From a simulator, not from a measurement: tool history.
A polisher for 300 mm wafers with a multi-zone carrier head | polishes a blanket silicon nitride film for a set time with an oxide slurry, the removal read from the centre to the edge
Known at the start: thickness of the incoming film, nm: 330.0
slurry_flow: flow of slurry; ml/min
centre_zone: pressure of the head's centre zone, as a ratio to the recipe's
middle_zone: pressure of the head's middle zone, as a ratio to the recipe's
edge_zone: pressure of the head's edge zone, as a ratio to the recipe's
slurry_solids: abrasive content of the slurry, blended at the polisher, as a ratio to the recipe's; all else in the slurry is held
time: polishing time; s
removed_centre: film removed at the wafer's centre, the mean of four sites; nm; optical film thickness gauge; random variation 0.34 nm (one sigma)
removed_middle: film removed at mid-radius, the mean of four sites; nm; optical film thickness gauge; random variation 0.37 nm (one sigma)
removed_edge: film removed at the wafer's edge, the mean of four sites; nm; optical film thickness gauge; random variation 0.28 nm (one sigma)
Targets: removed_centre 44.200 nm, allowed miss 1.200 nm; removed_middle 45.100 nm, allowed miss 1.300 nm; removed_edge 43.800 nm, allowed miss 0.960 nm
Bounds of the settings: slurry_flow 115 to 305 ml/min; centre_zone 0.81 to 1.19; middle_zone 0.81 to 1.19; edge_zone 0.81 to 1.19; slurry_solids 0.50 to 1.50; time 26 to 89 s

Run 1, hour 0.0: slurry_flow 195 ml/min, centre_zone 1.00, middle_zone 1.00, edge_zone 1.00, slurry_solids 1.00, time 57 s. Result: removed_centre 61.570 nm, removed_middle 62.945 nm, removed_edge 61.879 nm.
Run 2, hour 2.6: slurry_flow 195 ml/min, centre_zone 1.06, middle_zone 1.00, edge_zone 1.00, slurry_solids 1.00, time 57 s. Result: removed_centre 65.091 nm, removed_middle 62.272 nm, removed_edge 62.636 nm.
Run 3, hour 9.2: slurry_flow 190 ml/min, centre_zone 1.04, middle_zone 0.98, edge_zone 0.97, slurry_solids 0.90, time 57 s. Result: removed_centre 58.951 nm, removed_middle 57.122 nm, removed_edge 56.528 nm.
Run 4, hour 10.3: slurry_flow 170 ml/min, centre_zone 1.04, middle_zone 0.98, edge_zone 0.97, slurry_solids 0.90, time 57 s. Result: removed_centre 58.033 nm, removed_middle 54.541 nm, removed_edge 55.373 nm.
Run 5, hour 13.7: slurry_flow 170 ml/min, centre_zone 1.04, middle_zone 0.98, edge_zone 0.97, slurry_solids 0.90, time 69 s. Result: removed_centre 69.905 nm, removed_middle 67.151 nm, removed_edge 66.757 nm.
Run 6, hour 15.5: slurry_flow 170 ml/min, centre_zone 1.08, middle_zone 0.98, edge_zone 0.97, slurry_solids 0.90, time 69 s. Result: removed_centre 72.585 nm, removed_middle 66.722 nm, removed_edge 68.018 nm.
Run 7, hour 21.8: slurry_flow 160 ml/min, centre_zone 1.04, middle_zone 0.96, edge_zone 0.94, slurry_solids 0.85, time 69 s. Result: removed_centre 66.128 nm, removed_middle 61.921 nm, removed_edge 63.425 nm.
Run 8, hour 23.1: slurry_flow 160 ml/min, centre_zone 1.02, middle_zone 0.96, edge_zone 0.92, slurry_solids 0.80, time 68 s. Result: removed_centre 60.020 nm, removed_middle 58.706 nm, removed_edge 57.961 nm.
Run 9, hour 26.5: slurry_flow 160 ml/min, centre_zone 1.02, middle_zone 0.96, edge_zone 0.92, slurry_solids 0.80, time 68 s. Result: removed_centre 60.074 nm, removed_middle 58.226 nm, removed_edge 57.840 nm.
Run 10, hour 33.5: slurry_flow 155 ml/min, centre_zone 1.01, middle_zone 0.95, edge_zone 0.90, slurry_solids 0.75, time 68 s. Result: removed_centre 55.353 nm, removed_middle 54.088 nm, removed_edge 53.597 nm.
Run 11, hour 40.9: slurry_flow 155 ml/min, centre_zone 1.00, middle_zone 0.94, edge_zone 0.88, slurry_solids 0.75, time 68 s. Result: removed_centre 54.948 nm, removed_middle 53.099 nm, removed_edge 52.529 nm.
Run 12, hour 46.8: slurry_flow 155 ml/min, centre_zone 0.98, middle_zone 0.93, edge_zone 0.87, slurry_solids 0.75, time 68 s. Result: removed_centre 54.921 nm, removed_middle 52.300 nm, removed_edge 52.648 nm.
Run 13, hour 50.1: slurry_flow 150 ml/min, centre_zone 0.97, middle_zone 0.93, edge_zone 0.86, slurry_solids 0.70, time 68 s. Result: removed_centre 49.098 nm, removed_middle 48.115 nm, removed_edge 48.090 nm.
Run 14, hour 52.0: slurry_flow 145 ml/min, centre_zone 0.96, middle_zone 0.93, edge_zone 0.85, slurry_solids 0.70, time 68 s. Result: removed_centre 47.961 nm, removed_middle 48.000 nm, removed_edge 47.306 nm.
Run 15, hour 59.0: slurry_flow 140 ml/min, centre_zone 0.96, middle_zone 0.93, edge_zone 0.84, slurry_solids 0.70, time 68 s. Result: removed_centre 47.637 nm, removed_middle 47.692 nm, removed_edge 47.641 nm.
Run 16, hour 63.7: slurry_flow 145 ml/min, centre_zone 0.95, middle_zone 0.93, edge_zone 0.83, slurry_solids 0.70, time 68 s. Result: removed_centre 48.238 nm, removed_middle 48.240 nm, removed_edge 47.282 nm.
Run 17, hour 67.6: slurry_flow 140 ml/min, centre_zone 0.92, middle_zone 0.93, edge_zone 0.81, slurry_solids 0.55, time 68 s. Result: removed_centre 33.058 nm, removed_middle 34.047 nm, removed_edge 32.902 nm.
Run 18, hour 68.5: slurry_flow 135 ml/min, centre_zone 0.94, middle_zone 0.95, edge_zone 0.84, slurry_solids 0.55, time 68 s. Result: removed_centre 32.538 nm, removed_middle 34.071 nm, removed_edge 33.167 nm.
Run 19, hour 71.4: slurry_flow 190 ml/min, centre_zone 1.04, middle_zone 1.05, edge_zone 0.94, slurry_solids 0.80, time 68 s. Result: removed_centre 62.731 nm, removed_middle 65.320 nm, removed_edge 60.425 nm.
Run 20, hour 73.4: slurry_flow 135 ml/min, centre_zone 0.94, middle_zone 0.95, edge_zone 0.84, slurry_solids 0.90, time 68 s. Result: removed_centre 59.468 nm, removed_middle 60.786 nm, removed_edge 59.447 nm.
Run 21, hour 81.2: slurry_flow 145 ml/min, centre_zone 0.94, middle_zone 0.94, edge_zone 0.82, slurry_solids 0.65, time 60 s. Result: removed_centre 38.708 nm, removed_middle 38.797 nm, removed_edge 38.210 nm.
Run 22, hour 88.2: slurry_flow 175 ml/min, centre_zone 1.02, middle_zone 1.04, edge_zone 0.92, slurry_solids 0.65, time 60 s. Result: removed_centre 43.247 nm, removed_middle 44.665 nm, removed_edge 41.771 nm.

Which of these 5 next moves meets every target?
Run A, hour 95.2: slurry_flow 145 ml/min, centre_zone 1.00, middle_zone 1.00, edge_zone 0.92, slurry_solids 0.70, time 60 s. Result: removed_centre ?, removed_middle ?, removed_edge ?.
Run B, hour 95.2: slurry_flow 180 ml/min, centre_zone 0.91, middle_zone 1.09, edge_zone 0.93, slurry_solids 0.65, time 63 s. Result: removed_centre ?, removed_middle ?, removed_edge ?.
Run C, hour 95.2: slurry_flow 150 ml/min, centre_zone 0.97, middle_zone 0.90, edge_zone 0.96, slurry_solids 0.70, time 61 s. Result: removed_centre ?, removed_middle ?, removed_edge ?.
Run D, hour 95.2: slurry_flow 155 ml/min, centre_zone 0.89, middle_zone 0.97, edge_zone 1.00, slurry_solids 0.65, time 66 s. Result: removed_centre ?, removed_middle ?, removed_edge ?.
Run E, hour 95.2: slurry_flow 195 ml/min, centre_zone 1.00, middle_zone 0.95, edge_zone 0.97, slurry_solids 0.65, time 61 s. Result: removed_centre ?, removed_middle ?, removed_edge ?.

move  removed_centre  removed_middle  removed_edge
   A          44.001          45.435        43.554
   B          40.691          49.019        43.288
   C          43.849          42.625        45.483
   D          40.382          45.170        46.018
   E          43.583          42.812        43.269
A: meets every target
B: brings the result that was furthest off to its target, and leaves another outside
C: takes the result that was furthest off past its target
D: takes the result that was furthest off past its target
E: brings the result that was furthest off to its target, and leaves another outside
Move A is the one to make.

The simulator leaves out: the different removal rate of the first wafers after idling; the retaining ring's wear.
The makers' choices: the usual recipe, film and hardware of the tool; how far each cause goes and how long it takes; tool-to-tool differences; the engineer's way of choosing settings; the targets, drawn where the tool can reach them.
